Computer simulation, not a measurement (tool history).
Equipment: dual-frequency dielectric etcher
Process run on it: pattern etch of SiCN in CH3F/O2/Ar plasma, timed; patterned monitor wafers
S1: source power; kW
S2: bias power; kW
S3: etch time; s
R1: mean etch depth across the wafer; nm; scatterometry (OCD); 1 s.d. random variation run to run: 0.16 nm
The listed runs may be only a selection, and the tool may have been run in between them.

run	day	S1	S2	S3	R1
1	0.000	0.530	0.088	90.5	43.917
2	0.271	0.530	0.088	94.5	45.909
3	0.529	0.500	0.083	94.0	42.944
4	0.829	0.500	0.073	94.0	39.332
5	0.858	0.500	0.073	90.5	38.542
6	1.108	0.480	0.072	90.5	37.258
7	1.371	0.460	0.071	90.5	35.942
8	1.658	0.450	0.071	90.5	35.254
9	1.946	0.440	0.071	90.5	35.054
10	2.246	0.430	0.071	90.5	34.445

Predict the results of run 11:
11	2.567	0.420	0.071	90.5	?

R1: 33.695 nm
